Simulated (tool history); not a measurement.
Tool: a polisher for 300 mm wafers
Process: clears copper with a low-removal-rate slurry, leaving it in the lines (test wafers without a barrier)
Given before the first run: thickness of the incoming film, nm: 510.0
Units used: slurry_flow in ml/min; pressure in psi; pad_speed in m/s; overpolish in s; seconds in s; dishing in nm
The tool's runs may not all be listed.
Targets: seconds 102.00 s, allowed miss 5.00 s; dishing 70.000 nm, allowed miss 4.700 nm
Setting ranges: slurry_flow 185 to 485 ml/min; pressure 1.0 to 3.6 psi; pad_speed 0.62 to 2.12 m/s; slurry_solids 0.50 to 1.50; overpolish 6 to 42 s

run	hour	slurry_flow	pressure	pad_speed	slurry_solids	overpolish	seconds	dishing
1	0.0	310	2.3	1.36	1.00	21	137.68	45.634
2	2.1	310	2.3	1.36	1.00	27	141.30	52.036
3	5.4	310	2.3	1.18	1.00	27	164.50	47.340
4	10.5	310	2.3	1.18	1.15	27	152.30	51.492
5	17.0	310	2.7	1.18	1.15	27	136.09	55.601
6	25.1	310	2.7	1.18	1.15	33	134.45	62.897
7	25.8	310	2.9	1.20	1.15	32	123.51	63.176
8	29.3	310	3.0	1.20	1.15	32	117.44	65.763
9	35.9	310	3.1	1.20	1.15	32	116.62	65.560

Consider the 5 candidate settings below. Which is the only one whose results all fall within their allowed miss of target?
A	42.5	330	2.8	1.48	1.15	23	?	?
B	42.5	345	2.6	1.48	1.10	37	?	?
C	42.5	325	2.9	1.24	1.20	29	?	?
D	42.5	365	3.1	1.18	1.10	25	?	?
E	42.5	225	2.5	1.74	1.10	38	?	?

move	seconds	dishing
A	102.73	60.231
B	111.20	70.963
C	116.80	63.765
D	116.13	59.720
E	103.36	72.841
A: gets the furthest-off result to its target, but another result is out of tolerance
B: nearer the targets than the last run, but a result is still out of spec
C: neither nearer nor further off than the last run
D: neither nearer nor further off than the last run
E: all results land within tolerance of their targets
Answer: E
